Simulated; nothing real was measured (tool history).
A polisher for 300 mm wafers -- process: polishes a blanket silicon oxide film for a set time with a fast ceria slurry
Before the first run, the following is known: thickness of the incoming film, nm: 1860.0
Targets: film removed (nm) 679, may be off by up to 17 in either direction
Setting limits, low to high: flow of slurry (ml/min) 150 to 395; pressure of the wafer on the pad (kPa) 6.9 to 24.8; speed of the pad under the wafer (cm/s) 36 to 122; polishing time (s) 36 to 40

run    day  flow of slurry (ml/min)  pressure of the wafer on the pad (kPa)  speed of the pad under the wafer (cm/s)  polishing time (s)  film removed (nm)
  1      0                      250                                    15.9                                       78                  40             389.63
  2  0.233                      250                                    15.9                                       78                  36             352.94
  3  0.562                      255                                    17.2                                       80                  36             394.17
  4  0.608                      255                                      20                                       80                  36             449.51
  5  0.733                      255                                    17.2                                       80                  36             392.98
  6  0.992                      255                                    17.2                                       90                  36                441
  7  1.242                      255                                    18.6                                       90                  36             474.38
  8  1.479                      255                                      20                                       90                  36             504.63
  9  1.688                      285                                    24.1                                       92                  36             624.99

Which of these 5 next moves meets every target?
  A  1.896                      280                                    20.7                                       98                  40                  ?
  B  1.896                      280                                    22.8                                      100                  38                  ?
  C  1.896                      235                                    22.1                                       90                  38                  ?
  D  1.896                      255                                    24.1                                       96                  36                  ?
  E  1.896                      395                                    24.1                                       90                  36                  ?

move  film removed (nm)
   A             643.13
   B             683.62
   C              589.7
   D             653.95
   E              638.6
A: closes in on the targets versus the last run, not all within tolerance yet
B: every result within its allowed miss
C: its largest miss is bigger than the last run's
D: closes in on the targets versus the last run, not all within tolerance yet
E: closes in on the targets versus the last run, not all within tolerance yet
Go with B: it meets all targets.
